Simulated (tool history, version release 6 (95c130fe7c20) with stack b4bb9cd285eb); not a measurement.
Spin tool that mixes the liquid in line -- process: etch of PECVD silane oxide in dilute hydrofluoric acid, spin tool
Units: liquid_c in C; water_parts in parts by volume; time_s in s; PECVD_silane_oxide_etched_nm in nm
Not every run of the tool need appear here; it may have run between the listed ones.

run	day	liquid_c	water_parts	time_s	PECVD_silane_oxide_etched_nm
1	0.000	22.0	90	45	7.1087
2	0.312	24.5	85	45	8.3459
3	0.483	26.0	85	45	8.8654
4	0.571	27.0	85	45	9.2357
5	0.825	28.5	85	45	9.7957
6	0.850	28.5	60	45	14.5120
7	1.217	28.5	60	45	14.3440
8	1.296	26.5	60	45	13.2750
9	1.333	25.0	60	45	12.4990
10	1.608	24.0	60	45	12.0670
11	1.679	24.0	60	45	12.0250

For run 12, what comes out?
12	1.921	23.0	60	45	?

PECVD_silane_oxide_etched_nm: 11.5150 nm

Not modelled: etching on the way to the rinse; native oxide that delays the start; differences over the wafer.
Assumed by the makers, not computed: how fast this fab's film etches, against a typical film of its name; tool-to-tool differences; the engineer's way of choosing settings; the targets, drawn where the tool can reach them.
